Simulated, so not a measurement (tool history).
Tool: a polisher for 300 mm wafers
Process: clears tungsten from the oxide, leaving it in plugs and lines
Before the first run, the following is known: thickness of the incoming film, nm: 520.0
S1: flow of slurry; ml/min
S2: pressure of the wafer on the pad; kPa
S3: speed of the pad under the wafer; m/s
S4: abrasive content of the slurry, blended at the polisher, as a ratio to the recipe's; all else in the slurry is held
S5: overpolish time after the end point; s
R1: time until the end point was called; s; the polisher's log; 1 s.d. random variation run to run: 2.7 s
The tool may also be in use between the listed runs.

run	hour	S1	S2	S3	S4	S5	R1
1	0.0	145	29.0	0.94	1.0	38	89.575
2	2.0	145	29.0	0.94	0.8	38	95.333
3	9.9	145	29.0	1.10	0.8	38	81.874
4	12.3	145	26.2	1.08	0.8	38	91.196
5	20.7	145	26.2	1.08	0.8	38	92.850
6	27.1	145	24.1	1.06	0.8	38	101.230

Expected results for the next run?
7	28.1	145	22.1	1.06	0.8	38	?

{"run 7": {"R1": 111.26}}
